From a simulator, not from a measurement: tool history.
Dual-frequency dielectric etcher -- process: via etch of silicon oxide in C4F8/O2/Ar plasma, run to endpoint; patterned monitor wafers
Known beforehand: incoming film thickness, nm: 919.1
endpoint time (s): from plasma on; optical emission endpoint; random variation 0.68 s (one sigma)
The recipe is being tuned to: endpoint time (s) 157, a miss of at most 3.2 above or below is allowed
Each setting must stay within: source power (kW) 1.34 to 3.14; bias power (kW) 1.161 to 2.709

| run | hour | source power (kW) | bias power (kW) | endpoint time (s) |
|---|---|---|---|---|
| 1 | 0 | 2.24 | 1.935 | 177 |
| 2 | 1 | 2.24 | 1.714 | 181.17 |
| 3 | 2.2 | 2.44 | 1.762 | 173.86 |
| 4 | 4.8 | 2.58 | 1.794 | 169.57 |
| 5 | 11.4 | 2.69 | 1.822 | 162.86 |
| 6 | 16.7 | 2.73 | 1.83 | 163.23 |
| 7 | 20.7 | 2.78 | 1.841 | 162.21 |
| 8 | 23.7 | 2.83 | 1.852 | 161.07 |

Pick the move, out of 5, that brings all results within their allowed miss; only one does.
| A | 26.7 | 3.14 | 1.996 | ? |
| B | 26.7 | 3.14 | 2.063 | ? |
| C | 26.7 | 2.74 | 1.647 | ? |
| D | 26.7 | 2.57 | 2.046 | ? |
| E | 26.7 | 2.82 | 2.107 | ? |

| move | endpoint time (s) |
|---|---|
| A | 150.78 |
| B | 149.75 |
| C | 166.69 |
| D | 164.36 |
| E | 156.53 |
A: moves the result that the last run missed by most past its target, out the other side
B: moves the result that the last run missed by most past its target, out the other side
C: moves away from the targets compared with the last run
D: moves away from the targets compared with the last run
E: each result inside its tolerance
The move that meets every target is E.
